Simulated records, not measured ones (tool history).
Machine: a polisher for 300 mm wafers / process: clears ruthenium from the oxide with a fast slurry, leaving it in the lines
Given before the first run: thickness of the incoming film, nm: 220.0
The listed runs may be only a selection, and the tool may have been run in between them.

run	hour	flow of slurry (ml/min)	pressure of the wafer on the pad (kPa)	speed of the pad under the wafer (m/s)	abrasive content of the slurry	overpolish time after the end point (s)	time until the end point was called (s)	dishing of a wide line in a test structure (Å)
1	0	280	24.1	1.22	1	15	35.924	682.71
2	7	280	24.1	1.06	1	15	39.935	639.51
3	10.4	280	26.2	1.08	1	15	36.207	729.09
4	18.3	280	28.3	1.1	1	15	33.249	726.26
5	22.7	280	29.6	1.12	1	16	31.663	860.71
6	27.7	280	31	1.14	1	16	29.013	871.1
7	32.6	280	31	1.14	1	16	29.865	867.55
8	40.9	280	32.4	1.16	1	16	28.038	897.41
9	47.2	280	33.1	1.18	1	16	27.738	948.38

What will run 10 give?
10	48.1	280	33.8	1.22	1	16	?	?

Run 10 gave time until the end point was called (s) 26.629, dishing of a wide line in a test structure (Å) 939.37.
